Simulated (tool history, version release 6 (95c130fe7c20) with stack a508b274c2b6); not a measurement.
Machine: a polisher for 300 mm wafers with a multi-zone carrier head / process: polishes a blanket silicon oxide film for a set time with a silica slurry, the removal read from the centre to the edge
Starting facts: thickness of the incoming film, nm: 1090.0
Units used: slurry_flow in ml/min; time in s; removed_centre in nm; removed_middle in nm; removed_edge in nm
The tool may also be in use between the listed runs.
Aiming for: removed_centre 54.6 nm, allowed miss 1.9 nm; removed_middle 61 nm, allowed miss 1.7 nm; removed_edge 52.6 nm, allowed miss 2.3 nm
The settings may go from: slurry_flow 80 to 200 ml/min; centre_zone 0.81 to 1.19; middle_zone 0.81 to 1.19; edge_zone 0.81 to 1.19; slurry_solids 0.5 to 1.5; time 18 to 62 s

run  hour  slurry_flow  centre_zone  middle_zone  edge_zone  slurry_solids  time  removed_centre  removed_middle  removed_edge
  1     0          130            1            1          1              1    40          94.304          96.769        89.413
  2     1          130         1.05            1          1              1    40          101.31          97.133        91.951
  3     4          130         1.01         0.99       0.96            0.9    39          89.795          87.721         81.09
  4  12.8          125         0.97         0.98       0.93            0.8    39          78.411           78.93         75.07
  5  19.8          125         0.97         0.98       0.93            0.8    44          88.874          89.222        83.995
  6  27.8          125         0.97         0.98       0.93            0.7    44          79.273          81.451        78.282
  7  28.4          125         0.97         0.98       0.93            0.7    44          80.946          81.962        77.471
  8  34.3          115         0.91         1.03       0.83            0.5    33          41.109          44.768        38.746
  9  42.4          130         0.92         1.04       0.87            0.5    33          42.825          47.004        39.919
 10  49.3          160         0.96         1.08       0.97           0.75    33          66.354          73.414        63.486
 11  56.9          150         0.96         1.08       0.97           0.75    33          66.587          72.488        64.918
 12  64.4          140         0.95         1.08       0.95           0.75    33           64.26          71.317        62.444
 13  65.9          135         0.93         1.06       0.92           0.75    33          62.348          68.054        61.651
 14  66.5          100         0.93         1.11       0.82           0.55    33          43.593          50.253        41.882
 15  74.8          105         0.95         1.12       0.87           0.55    33          44.663          51.915        43.197
 16  83.5          120         0.95         1.11        0.9           0.55    33          47.276          53.204        44.943

Next run, 5 choices. One meets every target within its allowed miss, the rest don't. Which?
  A  92.2          200         0.95         1.15       0.84           0.55    25               ?               ?             ?
  B  92.2          140         1.03         0.97       0.91            0.5    32               ?               ?             ?
  C  92.2           85         1.02         0.98       0.96            0.7    36               ?               ?             ?
  D  92.2          160         1.08         1.19       0.81            0.5    34               ?               ?             ?
  E  92.2          130         0.95          1.1       0.93           0.55    37               ?               ?             ?

move  removed_centre  removed_middle  removed_edge
   A          40.086          45.866        35.745
   B          46.234          43.396        40.802
   C          59.693           58.29         58.29
   D          52.917          55.778        42.111
   E          54.097          60.365        51.986
A: its largest miss is bigger than the last run's
B: its largest miss is bigger than the last run's
C: closer than the last run, but not yet in spec
D: about the same distance from the targets as the last run
E: all results in spec
The right move is E.
